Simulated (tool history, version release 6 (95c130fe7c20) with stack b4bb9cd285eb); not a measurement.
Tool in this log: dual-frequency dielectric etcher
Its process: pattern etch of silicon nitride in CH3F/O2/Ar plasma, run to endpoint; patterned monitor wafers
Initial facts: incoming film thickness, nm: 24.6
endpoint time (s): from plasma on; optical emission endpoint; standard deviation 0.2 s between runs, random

{"run": 1, "hour": 0.0, "source power (W)": 470, "bias power (W)": 69, "endpoint time (s)": 34.28}
{"run": 2, "hour": 0.8, "source power (W)": 470, "bias power (W)": 58, "endpoint time (s)": 35.274}
{"run": 3, "hour": 6.6, "source power (W)": 460, "bias power (W)": 58, "endpoint time (s)": 35.901}
{"run": 4, "hour": 13.0, "source power (W)": 510, "bias power (W)": 58, "endpoint time (s)": 33.864}
{"run": 5, "hour": 20.6, "source power (W)": 500, "bias power (W)": 58, "endpoint time (s)": 34.194}
{"run": 6, "hour": 27.1, "source power (W)": 490, "bias power (W)": 58, "endpoint time (s)": 34.219}
{"run": 7, "hour": 29.3, "source power (W)": 480, "bias power (W)": 58, "endpoint time (s)": 34.922}
{"run": 8, "hour": 30.6, "source power (W)": 470, "bias power (W)": 58, "endpoint time (s)": 35.441}

Run 9 comes next. What will it give?
{"run": 9, "hour": 31.3, "source power (W)": 460, "bias power (W)": 58, "endpoint time (s)": "?"}

{"run 9": {"endpoint time (s)": 35.606}}

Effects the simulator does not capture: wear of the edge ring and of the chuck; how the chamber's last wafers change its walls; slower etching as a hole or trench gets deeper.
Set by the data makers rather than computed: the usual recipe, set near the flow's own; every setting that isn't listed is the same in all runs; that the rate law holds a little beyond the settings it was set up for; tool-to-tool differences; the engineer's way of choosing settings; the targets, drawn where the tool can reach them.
